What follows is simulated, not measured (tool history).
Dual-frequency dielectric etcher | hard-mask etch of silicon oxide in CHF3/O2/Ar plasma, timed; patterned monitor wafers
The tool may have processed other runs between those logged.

run  hour  source power (W)  bias power (W)  etch time (s)  mean etch depth across the wafer (Å)
  1   0.0               500             200           23.5                                401.38
  2   3.0               490             199           23.5                                395.28
  3   8.2               490             199           23.5                                397.37
  4  13.1               490             199           24.5                                414.26
  5  15.9               480             198           24.5                                407.73
  6  23.8               550             198           24.5                                432.03
  7  27.4               530             195           24.5                                422.47

Run 8 comes next. What will it give?
  8  31.9               510             193           24.5                                     ?

Run 8 measured mean etch depth across the wafer (Å) 414.20.

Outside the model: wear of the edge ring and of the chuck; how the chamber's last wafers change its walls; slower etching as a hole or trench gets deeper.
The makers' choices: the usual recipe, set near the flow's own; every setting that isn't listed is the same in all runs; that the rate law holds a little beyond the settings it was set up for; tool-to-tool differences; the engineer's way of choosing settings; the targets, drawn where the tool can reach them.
